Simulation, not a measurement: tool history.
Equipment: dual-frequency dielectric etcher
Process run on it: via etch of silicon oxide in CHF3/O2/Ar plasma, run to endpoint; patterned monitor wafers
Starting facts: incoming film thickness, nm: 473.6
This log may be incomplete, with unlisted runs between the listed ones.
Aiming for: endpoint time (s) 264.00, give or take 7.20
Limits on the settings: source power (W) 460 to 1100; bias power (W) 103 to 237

run  hour  source power (W)  bias power (W)  endpoint time (s)
  1   0.0               780             170             219.40
  2   3.0               720             164             227.73
  3  11.6               670             158             239.50
  4  15.6               730             158             228.71
     17.4  -- source power generator calibrated
  5  17.4               810             158             217.65
  6  18.7               810             175             211.24
  7  21.1               650             141             246.37
  8  28.3               630             140             253.86
  9  33.0               620             139             252.12
 10  39.3               610             138             257.67
 11  48.0               600             138             255.48

Exactly one of the 4 candidate moves below puts every result within its allowed miss. Which one?
  A  56.7               630             147                  ?
  B  56.7               790             135                  ?
  C  56.7               540             141                  ?
  D  56.7               750             146                  ?

move  endpoint time (s)
   A             246.10
   B             229.73
   C             265.59
   D             229.51
A: further off than the last run
B: further off than the last run
C: meets every target
D: further off than the last run
C meets every target.
